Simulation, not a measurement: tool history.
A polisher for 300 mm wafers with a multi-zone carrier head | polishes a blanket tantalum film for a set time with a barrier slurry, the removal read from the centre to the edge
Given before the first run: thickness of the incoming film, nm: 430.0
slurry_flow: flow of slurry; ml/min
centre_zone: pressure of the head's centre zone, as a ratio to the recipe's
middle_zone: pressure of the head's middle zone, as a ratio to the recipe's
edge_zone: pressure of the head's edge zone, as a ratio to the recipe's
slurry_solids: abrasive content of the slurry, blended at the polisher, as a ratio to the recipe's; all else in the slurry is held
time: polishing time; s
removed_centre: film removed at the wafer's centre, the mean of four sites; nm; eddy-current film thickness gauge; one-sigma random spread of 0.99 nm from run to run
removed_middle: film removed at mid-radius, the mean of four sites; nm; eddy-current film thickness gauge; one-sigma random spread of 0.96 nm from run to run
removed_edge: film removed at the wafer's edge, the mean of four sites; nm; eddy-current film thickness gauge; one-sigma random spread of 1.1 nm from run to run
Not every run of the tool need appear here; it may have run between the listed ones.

run 1 hour=0 | slurry_flow=220 centre_zone=1 middle_zone=1 edge_zone=1 slurry_solids=1 time=90 | removed_centre=141.39 removed_middle=142.9 removed_edge=136.88
run 2 hour=8.2 | slurry_flow=210 centre_zone=0.95 middle_zone=0.97 edge_zone=0.98 slurry_solids=0.85 time=89 | removed_centre=123.53 removed_middle=128.67 removed_edge=131.11
run 3 hour=12.6 | slurry_flow=210 centre_zone=0.95 middle_zone=0.97 edge_zone=0.98 slurry_solids=0.85 time=111 | removed_centre=157.59 removed_middle=162.85 removed_edge=159.71
run 4 hour=19.3 | slurry_flow=205 centre_zone=0.93 middle_zone=0.97 edge_zone=0.95 slurry_solids=0.75 time=103 | removed_centre=137.29 removed_middle=143.03 removed_edge=143.95
run 5 hour=25.5 | slurry_flow=205 centre_zone=0.91 middle_zone=0.98 edge_zone=0.93 slurry_solids=0.7 time=97 | removed_centre=125.35 removed_middle=130.87 removed_edge=126.85
run 6 hour=28.5 | slurry_flow=195 centre_zone=0.88 middle_zone=0.97 edge_zone=0.93 slurry_solids=0.65 time=95 | removed_centre=111.66 removed_middle=124.53 removed_edge=120.54
run 7 hour=32.1 | slurry_flow=185 centre_zone=0.86 middle_zone=0.94 edge_zone=0.91 slurry_solids=0.6 time=95 | removed_centre=103.19 removed_middle=115.67 removed_edge=117.05
run 8 hour=39.9 | slurry_flow=180 centre_zone=0.86 middle_zone=0.93 edge_zone=0.89 slurry_solids=0.6 time=95 | removed_centre=105.87 removed_middle=114.07 removed_edge=113.13
run 9 hour=42.8 | slurry_flow=160 centre_zone=0.81 middle_zone=0.9 edge_zone=0.9 slurry_solids=0.5 time=92 | removed_centre=85.601 removed_middle=97.872 removed_edge=104.08
run 10 hour=47.2 | slurry_flow=175 centre_zone=0.82 middle_zone=0.9 edge_zone=0.9 slurry_solids=0.5 time=92 | removed_centre=89.129 removed_middle=99.914 removed_edge=105.37
run 11 hour=55.8 | slurry_flow=185 centre_zone=0.82 middle_zone=0.9 edge_zone=0.9 slurry_solids=0.5 time=92 | removed_centre=91.303 removed_middle=100.6 removed_edge=104.5

The next listed run, before its measurement:
run 12 hour=60.9 | slurry_flow=190 centre_zone=0.82 middle_zone=0.91 edge_zone=0.91 slurry_solids=0.5 time=92 | removed_centre=? removed_middle=? removed_edge=?

removed_centre: 89.929 nm
removed_middle: 104.49 nm
removed_edge: 105.2 nm
